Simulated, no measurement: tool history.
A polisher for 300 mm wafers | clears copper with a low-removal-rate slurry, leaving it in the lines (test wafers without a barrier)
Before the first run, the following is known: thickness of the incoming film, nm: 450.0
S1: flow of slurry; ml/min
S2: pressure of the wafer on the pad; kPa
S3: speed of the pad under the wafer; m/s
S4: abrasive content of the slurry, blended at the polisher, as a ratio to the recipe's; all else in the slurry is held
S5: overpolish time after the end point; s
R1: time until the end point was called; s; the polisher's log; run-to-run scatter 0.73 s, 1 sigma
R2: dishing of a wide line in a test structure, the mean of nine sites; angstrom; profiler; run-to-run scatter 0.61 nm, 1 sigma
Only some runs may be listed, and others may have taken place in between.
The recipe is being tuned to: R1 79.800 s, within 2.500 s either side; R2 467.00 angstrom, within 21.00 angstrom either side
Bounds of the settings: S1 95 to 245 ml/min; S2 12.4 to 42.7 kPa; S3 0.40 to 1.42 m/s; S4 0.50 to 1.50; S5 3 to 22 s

run,hour,S1,S2,S3,S4,S5,R1,R2
1,0.0,155,27.6,0.90,1.00,11,88.040,391.36
2,5.3,155,27.6,1.12,1.00,11,74.765,455.39
3,14.2,155,27.6,1.12,1.00,16,76.658,622.06
4,18.3,155,27.6,1.12,1.00,15,74.295,589.45
5,24.8,140,27.6,1.12,1.00,15,76.132,566.43
6,26.3,140,27.6,0.90,1.00,15,90.125,503.78
7,33.6,145,28.3,0.90,1.00,14,88.038,481.30
8,40.9,150,28.3,0.90,1.00,14,85.867,481.21
9,44.5,155,28.3,0.90,1.00,14,87.348,495.78
10,47.3,155,29.0,0.90,1.00,14,83.891,518.92
# hour 54.2: head pressure recalibrated
11,54.2,150,29.6,0.92,1.00,13,90.258,440.85
12,56.8,155,29.0,0.92,1.00,13,90.647,446.88
13,63.0,150,29.0,0.94,1.00,13,91.314,441.50
14,71.4,155,28.3,0.94,1.00,13,92.453,437.32
15,72.6,145,28.3,0.94,1.00,13,92.869,421.42
16,79.7,190,31.7,0.94,1.00,11,79.596,428.59

Pick the move, out of 4, that brings all results within their allowed miss; only one does.
A,86.8,200,39.3,0.70,0.95,13,?,?
B,86.8,155,33.8,0.88,1.15,12,?,?
C,86.8,225,32.4,1.00,1.05,11,?,?
D,86.8,130,33.8,1.06,1.15,12,?,?

move,R1,R2
A,79.744,507.02
B,79.508,470.81
C,72.182,474.09
D,71.473,517.27
A: moves the result that the last run missed by most past its target, out the other side
B: all results land within tolerance of their targets
C: the worst result of the last run now meets its target, but another is out of spec
D: moves the result that the last run missed by most past its target, out the other side
B meets every target.
